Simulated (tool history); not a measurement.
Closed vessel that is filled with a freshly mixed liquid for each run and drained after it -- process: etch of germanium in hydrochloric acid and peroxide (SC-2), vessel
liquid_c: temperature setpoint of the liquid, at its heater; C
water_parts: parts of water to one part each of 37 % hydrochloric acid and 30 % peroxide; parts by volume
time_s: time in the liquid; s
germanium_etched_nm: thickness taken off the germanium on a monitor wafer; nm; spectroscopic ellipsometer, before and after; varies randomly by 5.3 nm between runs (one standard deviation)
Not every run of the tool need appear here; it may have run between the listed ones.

run	hour	liquid_c	water_parts	time_s	germanium_etched_nm
1	0.0	56.0	10	90	406.22
2	1.9	59.5	10	90	448.53
3	7.3	60.5	10	90	469.59
4	10.7	60.5	12	90	459.18
5	17.1	60.5	14	90	447.92
6	25.1	60.5	14	90	448.43
7	26.3	61.5	14	90	458.26

Estimate the outcome of run 8 from the log above:
8	33.8	62.5	14	90	?

germanium_etched_nm: 467.22 nm
